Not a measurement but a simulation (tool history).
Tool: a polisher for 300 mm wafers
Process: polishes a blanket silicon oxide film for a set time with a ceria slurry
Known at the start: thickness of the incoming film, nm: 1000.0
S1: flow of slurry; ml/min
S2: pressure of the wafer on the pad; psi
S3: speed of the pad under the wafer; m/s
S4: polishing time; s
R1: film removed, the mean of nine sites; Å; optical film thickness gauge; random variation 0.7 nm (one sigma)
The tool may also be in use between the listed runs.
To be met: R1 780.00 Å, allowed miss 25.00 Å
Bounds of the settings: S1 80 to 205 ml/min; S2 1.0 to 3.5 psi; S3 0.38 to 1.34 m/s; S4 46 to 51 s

{"run": 1, "hour": 0.0, "S1": 135, "S2": 2.2, "S3": 0.86, "S4": 51, "R1": 1081.6}
{"run": 2, "hour": 1.1, "S1": 135, "S2": 2.7, "S3": 0.86, "S4": 51, "R1": 1319.4}
{"run": 3, "hour": 3.3, "S1": 130, "S2": 2.5, "S3": 0.86, "S4": 51, "R1": 1205.4}
{"run": 4, "hour": 5.9, "S1": 130, "S2": 2.5, "S3": 0.74, "S4": 51, "R1": 1031.2}
{"run": 5, "hour": 8.8, "S1": 125, "S2": 2.4, "S3": 0.74, "S4": 51, "R1": 1009.8}
{"run": 6, "hour": 13.9, "S1": 125, "S2": 2.3, "S3": 0.74, "S4": 51, "R1": 958.51}
{"run": 7, "hour": 16.9, "S1": 105, "S2": 1.8, "S3": 0.74, "S4": 51, "R1": 722.68}
{"run": 8, "hour": 19.6, "S1": 110, "S2": 1.8, "S3": 0.74, "S4": 51, "R1": 730.85}
{"run": 9, "hour": 25.9, "S1": 115, "S2": 1.8, "S3": 0.74, "S4": 51, "R1": 748.35}
{"run": 10, "hour": 30.1, "S1": 120, "S2": 1.8, "S3": 0.74, "S4": 51, "R1": 750.29}

Which of these 5 next moves meets every target?
{"run": "A", "hour": 34.3, "S1": 130, "S2": 1.6, "S3": 0.78, "S4": 50, "R1": "?"}
{"run": "B", "hour": 34.3, "S1": 120, "S2": 2.1, "S3": 0.72, "S4": 47, "R1": "?"}
{"run": "C", "hour": 34.3, "S1": 105, "S2": 1.7, "S3": 0.82, "S4": 49, "R1": "?"}
{"run": "D", "hour": 34.3, "S1": 120, "S2": 1.9, "S3": 0.74, "S4": 46, "R1": "?"}
{"run": "E", "hour": 34.3, "S1": 115, "S2": 1.8, "S3": 0.74, "S4": 49, "R1": "?"}

move=A R1=697.94
move=B R1=774.98
move=C R1=721.86
move=D R1=706.96
move=E R1=707.40
A: further off than the last run
B: meets every target
C: further off than the last run
D: further off than the last run
E: further off than the last run
Move B is the one to make.
